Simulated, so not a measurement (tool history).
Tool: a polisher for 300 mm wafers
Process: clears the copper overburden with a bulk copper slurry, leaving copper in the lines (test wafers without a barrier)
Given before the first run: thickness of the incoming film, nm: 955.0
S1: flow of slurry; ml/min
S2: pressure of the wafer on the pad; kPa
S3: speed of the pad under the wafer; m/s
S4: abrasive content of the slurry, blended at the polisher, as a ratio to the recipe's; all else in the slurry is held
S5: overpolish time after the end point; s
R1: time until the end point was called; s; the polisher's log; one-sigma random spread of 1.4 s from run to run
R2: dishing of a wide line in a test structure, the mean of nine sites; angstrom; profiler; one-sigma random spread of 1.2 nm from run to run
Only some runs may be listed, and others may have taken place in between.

run	hour	S1	S2	S3	S4	S5	R1	R2
1	0.0	145	19.3	1.36	1.0	16	68.605	649.09
2	4.5	140	17.9	1.32	1.0	16	77.390	619.82
3	13.2	140	20.7	1.32	1.0	16	67.866	647.64
4	19.0	140	20.7	1.32	1.0	21	66.506	676.22
5	27.8	170	20.7	1.32	1.0	21	65.519	715.21
6	36.4	170	20.7	1.32	1.0	14	65.117	655.03
7	43.0	170	19.3	1.28	1.0	14	72.318	615.02
8	48.8	170	17.9	1.24	1.0	15	78.945	609.95
9	53.7	170	16.5	1.20	1.0	16	90.325	571.88
10	56.6	170	15.9	1.18	1.0	17	94.175	600.21
11	60.2	170	15.2	1.16	1.0	17	99.375	569.93
12	61.7	170	14.5	1.14	1.0	18	105.710	597.64
13	69.4	170	13.8	1.12	1.0	18	115.110	565.21
14	74.5	165	13.1	1.12	1.0	18	120.120	536.30
15	80.4	160	12.4	1.12	1.0	19	126.280	520.98
16	87.4	160	11.7	1.12	1.0	20	134.120	543.67
17	93.7	155	11.7	1.12	1.0	20	134.700	529.03
18	100.2	155	11.7	1.12	1.0	20	134.160	547.95
19	103.2	150	11.7	1.12	1.0	20	135.090	539.45

Forecast run 20:
20	110.1	145	11.7	1.12	1.0	20	?	?

R1: 135.730 s
R2: 535.39 angstrom
